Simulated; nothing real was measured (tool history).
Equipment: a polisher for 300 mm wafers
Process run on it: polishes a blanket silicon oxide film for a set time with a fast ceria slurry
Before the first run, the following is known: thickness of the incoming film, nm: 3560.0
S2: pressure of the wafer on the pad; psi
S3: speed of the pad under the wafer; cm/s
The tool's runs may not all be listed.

Run 1, hour 0: flow of slurry (ml/min) 220, S2 2.6 psi, S3 122 cm/s, polishing time (s) 43. Result: film removed (Å) 10178.
Run 2, hour 5: flow of slurry (ml/min) 220, S2 2.6 psi, S3 134 cm/s, polishing time (s) 43. Result: film removed (Å) 11017.
Run 3, hour 11.7: flow of slurry (ml/min) 220, S2 2.6 psi, S3 134 cm/s, polishing time (s) 45. Result: film removed (Å) 11392.
Run 4, hour 13.4: flow of slurry (ml/min) 220, S2 2.6 psi, S3 134 cm/s, polishing time (s) 43. Result: film removed (Å) 10672.
Run 5, hour 19: flow of slurry (ml/min) 190, S2 2.6 psi, S3 134 cm/s, polishing time (s) 43. Result: film removed (Å) 10690.
At hour 22.4: head pressure recalibrated.
Run 6, hour 22.4: flow of slurry (ml/min) 190, S2 2.6 psi, S3 106 cm/s, polishing time (s) 43. Result: film removed (Å) 7903.1.

Expected results for the next run?
Run 7, hour 30.7: flow of slurry (ml/min) 190, S2 2.6 psi, S3 106 cm/s, polishing time (s) 43. Result: film removed (Å) ?.

film removed (Å): 7963.4

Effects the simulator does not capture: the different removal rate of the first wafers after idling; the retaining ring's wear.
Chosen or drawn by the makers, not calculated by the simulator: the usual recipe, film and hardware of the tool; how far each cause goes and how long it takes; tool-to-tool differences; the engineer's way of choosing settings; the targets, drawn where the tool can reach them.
